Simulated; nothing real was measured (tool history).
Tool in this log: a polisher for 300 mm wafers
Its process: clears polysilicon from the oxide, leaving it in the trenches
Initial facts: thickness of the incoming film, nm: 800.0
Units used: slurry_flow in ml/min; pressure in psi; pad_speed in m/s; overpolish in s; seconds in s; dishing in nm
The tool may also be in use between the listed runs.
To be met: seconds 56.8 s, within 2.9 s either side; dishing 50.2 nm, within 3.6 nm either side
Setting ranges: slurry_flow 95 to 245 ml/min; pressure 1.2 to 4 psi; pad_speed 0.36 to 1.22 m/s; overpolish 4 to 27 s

{"run": 1, "hour": 0.0, "slurry_flow": 155, "pressure": 2.6, "pad_speed": 0.78, "overpolish": 14, "seconds": 82.781, "dishing": 54.347}
{"run": 2, "hour": 0.7, "slurry_flow": 155, "pressure": 2.1, "pad_speed": 0.78, "overpolish": 14, "seconds": 105.27, "dishing": 50.429}
{"run": 3, "hour": 2.1, "slurry_flow": 155, "pressure": 2.2, "pad_speed": 0.78, "overpolish": 13, "seconds": 97.607, "dishing": 49.2}
{"run": 4, "hour": 5.4, "slurry_flow": 155, "pressure": 1.9, "pad_speed": 0.78, "overpolish": 13, "seconds": 115.56, "dishing": 46.252}
{"run": 5, "hour": 12.7, "slurry_flow": 180, "pressure": 1.9, "pad_speed": 0.78, "overpolish": 13, "seconds": 111.94, "dishing": 44.024}
{"run": 6, "hour": 17.8, "slurry_flow": 185, "pressure": 2, "pad_speed": 0.78, "overpolish": 13, "seconds": 104.85, "dishing": 47.49}
{"run": 7, "hour": 18.9, "slurry_flow": 185, "pressure": 2.1, "pad_speed": 0.78, "overpolish": 12, "seconds": 102.49, "dishing": 45.729}
{"run": 8, "hour": 21.1, "slurry_flow": 185, "pressure": 2.2, "pad_speed": 0.78, "overpolish": 11, "seconds": 95.853, "dishing": 45.749}
{"run": 9, "hour": 21.9, "slurry_flow": 185, "pressure": 2.3, "pad_speed": 0.78, "overpolish": 11, "seconds": 92.983, "dishing": 47.019}

Which of these 5 next moves meets every target?
{"run": "A", "hour": 22.7, "slurry_flow": 155, "pressure": 2.9, "pad_speed": 0.7, "overpolish": 12, "seconds": "?", "dishing": "?"}
{"run": "B", "hour": 22.7, "slurry_flow": 190, "pressure": 1.4, "pad_speed": 0.6, "overpolish": 22, "seconds": "?", "dishing": "?"}
{"run": "C", "hour": 22.7, "slurry_flow": 200, "pressure": 2.5, "pad_speed": 1.06, "overpolish": 9, "seconds": "?", "dishing": "?"}
{"run": "D", "hour": 22.7, "slurry_flow": 205, "pressure": 2.6, "pad_speed": 0.52, "overpolish": 12, "seconds": "?", "dishing": "?"}
{"run": "E", "hour": 22.7, "slurry_flow": 175, "pressure": 3, "pad_speed": 0.98, "overpolish": 8, "seconds": "?", "dishing": "?"}

move=A seconds=84.476 dishing=49.504
move=B seconds=193.4 dishing=45.264
move=C seconds=63.565 dishing=49.446
move=D seconds=121.64 dishing=42.299
move=E seconds=58.236 dishing=48.903
A: moves toward the targets from the last run without getting all of them in spec
B: the biggest miss grows against the last run
C: moves toward the targets from the last run without getting all of them in spec
D: the biggest miss grows against the last run
E: meets every target
Move E is the one to make.
